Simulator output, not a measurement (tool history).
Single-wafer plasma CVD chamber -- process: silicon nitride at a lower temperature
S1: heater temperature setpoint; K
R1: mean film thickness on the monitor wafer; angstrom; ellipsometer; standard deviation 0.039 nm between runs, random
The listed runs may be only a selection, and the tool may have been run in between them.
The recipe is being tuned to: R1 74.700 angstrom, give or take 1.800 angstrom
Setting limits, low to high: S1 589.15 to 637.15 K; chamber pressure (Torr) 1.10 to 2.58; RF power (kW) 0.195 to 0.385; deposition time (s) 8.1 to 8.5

{"run": 1, "hour": 0.0, "S1": 613.15, "chamber pressure (Torr)": 1.84, "RF power (kW)": 0.29, "deposition time (s)": 8.5, "R1": 103.06}
{"run": 2, "hour": 4.6, "S1": 613.15, "chamber pressure (Torr)": 1.79, "RF power (kW)": 0.28, "deposition time (s)": 8.5, "R1": 98.488}
{"run": 3, "hour": 7.5, "S1": 613.15, "chamber pressure (Torr)": 1.79, "RF power (kW)": 0.32, "deposition time (s)": 8.5, "R1": 110.71}
{"run": 4, "hour": 10.6, "S1": 613.15, "chamber pressure (Torr)": 1.74, "RF power (kW)": 0.305, "deposition time (s)": 8.5, "R1": 105.5}
{"run": 5, "hour": 14.1, "S1": 613.15, "chamber pressure (Torr)": 1.74, "RF power (kW)": 0.305, "deposition time (s)": 8.1, "R1": 100.58}
{"run": 6, "hour": 17.2, "S1": 613.15, "chamber pressure (Torr)": 1.74, "RF power (kW)": 0.27, "deposition time (s)": 8.1, "R1": 90.812}
{"run": 7, "hour": 23.4, "S1": 613.15, "chamber pressure (Torr)": 1.68, "RF power (kW)": 0.265, "deposition time (s)": 8.1, "R1": 89.676}
{"run": 8, "hour": 32.3, "S1": 613.15, "chamber pressure (Torr)": 1.63, "RF power (kW)": 0.26, "deposition time (s)": 8.1, "R1": 87.326}
{"run": 9, "hour": 37.4, "S1": 613.15, "chamber pressure (Torr)": 1.58, "RF power (kW)": 0.255, "deposition time (s)": 8.1, "R1": 85.207}
{"run": 10, "hour": 46.0, "S1": 613.15, "chamber pressure (Torr)": 1.54, "RF power (kW)": 0.25, "deposition time (s)": 8.1, "R1": 84.02}
{"run": 11, "hour": 52.0, "S1": 613.15, "chamber pressure (Torr)": 1.51, "RF power (kW)": 0.245, "deposition time (s)": 8.1, "R1": 81.643}
{"run": 12, "hour": 54.4, "S1": 613.15, "chamber pressure (Torr)": 1.51, "RF power (kW)": 0.245, "deposition time (s)": 8.1, "R1": 82.598}
{"run": 13, "hour": 63.2, "S1": 613.15, "chamber pressure (Torr)": 1.48, "RF power (kW)": 0.24, "deposition time (s)": 8.1, "R1": 79.872}
{"run": 14, "hour": 68.6, "S1": 613.15, "chamber pressure (Torr)": 1.45, "RF power (kW)": 0.24, "deposition time (s)": 8.1, "R1": 79.775}
{"run": 15, "hour": 74.6, "S1": 613.15, "chamber pressure (Torr)": 1.19, "RF power (kW)": 0.22, "deposition time (s)": 8.1, "R1": 71.347}
{"run": 16, "hour": 79.8, "S1": 613.15, "chamber pressure (Torr)": 1.21, "RF power (kW)": 0.22, "deposition time (s)": 8.1, "R1": 71.387}
{"run": 17, "hour": 84.1, "S1": 613.15, "chamber pressure (Torr)": 1.42, "RF power (kW)": 0.23, "deposition time (s)": 8.1, "R1": 76.8}
{"run": 18, "hour": 89.9, "S1": 613.15, "chamber pressure (Torr)": 1.41, "RF power (kW)": 0.23, "deposition time (s)": 8.1, "R1": 77.057}
{"run": 19, "hour": 93.2, "S1": 613.15, "chamber pressure (Torr)": 1.4, "RF power (kW)": 0.23, "deposition time (s)": 8.1, "R1": 76.898}
{"run": 20, "hour": 95.7, "S1": 613.15, "chamber pressure (Torr)": 1.39, "RF power (kW)": 0.23, "deposition time (s)": 8.1, "R1": 77.092}

5 candidate next runs follow, results not yet known. Just one meets every target within its allowed miss. Identify it.
{"run": "A", "hour": 98.2, "S1": 607.15, "chamber pressure (Torr)": 1.34, "RF power (kW)": 0.22, "deposition time (s)": 8.2, "R1": "?"}
{"run": "B", "hour": 98.2, "S1": 622.15, "chamber pressure (Torr)": 1.47, "RF power (kW)": 0.205, "deposition time (s)": 8.1, "R1": "?"}
{"run": "C", "hour": 98.2, "S1": 604.15, "chamber pressure (Torr)": 1.37, "RF power (kW)": 0.245, "deposition time (s)": 8.1, "R1": "?"}
{"run": "D", "hour": 98.2, "S1": 609.15, "chamber pressure (Torr)": 1.45, "RF power (kW)": 0.235, "deposition time (s)": 8.2, "R1": "?"}
{"run": "E", "hour": 98.2, "S1": 610.15, "chamber pressure (Torr)": 1.51, "RF power (kW)": 0.24, "deposition time (s)": 8.1, "R1": "?"}

move=A R1=74.258
move=B R1=69.332
move=C R1=81.181
move=D R1=79.814
move=E R1=80.859
A: in spec on every target
B: pushes the last run's worst result past its target
C: the biggest miss grows against the last run
D: the biggest miss grows against the last run
E: the biggest miss grows against the last run
The move that meets every target is A.
